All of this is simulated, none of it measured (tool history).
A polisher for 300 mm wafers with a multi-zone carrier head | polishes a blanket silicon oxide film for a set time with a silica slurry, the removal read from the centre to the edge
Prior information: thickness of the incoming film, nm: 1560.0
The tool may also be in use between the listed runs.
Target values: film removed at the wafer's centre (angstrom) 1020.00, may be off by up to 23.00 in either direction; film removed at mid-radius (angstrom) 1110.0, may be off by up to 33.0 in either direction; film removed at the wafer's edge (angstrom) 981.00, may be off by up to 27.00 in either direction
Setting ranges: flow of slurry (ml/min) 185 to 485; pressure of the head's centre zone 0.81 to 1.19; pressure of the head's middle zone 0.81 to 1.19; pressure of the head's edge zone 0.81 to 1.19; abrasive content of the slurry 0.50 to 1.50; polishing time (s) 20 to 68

run	hour	flow of slurry (ml/min)	pressure of the head's centre zone	pressure of the head's middle zone	pressure of the head's edge zone	abrasive content of the slurry	polishing time (s)	film removed at the wafer's centre (angstrom)	film removed at mid-radius (angstrom)	film removed at the wafer's edge (angstrom)
1	0.0	310	1.00	1.00	1.00	1.00	44	1273.50	1315.8	1309.00
2	1.5	310	1.00	1.00	0.95	1.00	44	1280.80	1310.3	1260.30
3	8.6	310	1.00	1.00	0.95	1.00	54	1580.80	1615.6	1557.20
4	11.3	310	1.00	1.00	0.95	1.15	54	1691.40	1731.6	1666.70
5	12.8	310	0.99	1.00	0.92	1.00	52	1498.60	1555.1	1494.90
6	15.9	310	0.99	1.00	0.92	1.20	52	1627.90	1693.4	1599.30
7	21.9	310	0.99	1.00	0.92	1.20	52	1624.80	1701.7	1631.50
8	24.7	310	0.99	1.01	0.90	1.05	50	1490.20	1553.4	1449.60
9	31.4	315	0.98	1.02	0.88	0.90	48	1298.50	1374.6	1260.40
10	33.4	325	0.97	1.02	0.87	0.80	48	1195.80	1277.3	1183.10

Exactly one of the 5 candidate moves below puts every result within its allowed miss. Which one?
A	35.4	350	0.93	0.92	0.94	0.60	67	?	?	?
B	35.4	360	0.98	1.05	0.86	0.75	42	?	?	?
C	35.4	355	0.93	1.06	0.87	0.60	49	?	?	?
D	35.4	325	0.94	1.15	0.81	0.70	43	?	?	?
E	35.4	290	0.96	1.16	0.81	0.75	41	?	?	?

move	film removed at the wafer's centre (angstrom)	film removed at mid-radius (angstrom)	film removed at the wafer's edge (angstrom)
A	1332.50	1345.4	1400.70
B	1035.00	1106.5	987.48
C	976.53	1109.9	987.48
D	963.04	1161.2	933.61
E	972.81	1157.8	925.84
A: moves away from the targets compared with the last run
B: meets every target
C: takes the biggest miss from the last run beyond its target
D: takes the biggest miss from the last run beyond its target
E: takes the biggest miss from the last run beyond its target
Answer: B

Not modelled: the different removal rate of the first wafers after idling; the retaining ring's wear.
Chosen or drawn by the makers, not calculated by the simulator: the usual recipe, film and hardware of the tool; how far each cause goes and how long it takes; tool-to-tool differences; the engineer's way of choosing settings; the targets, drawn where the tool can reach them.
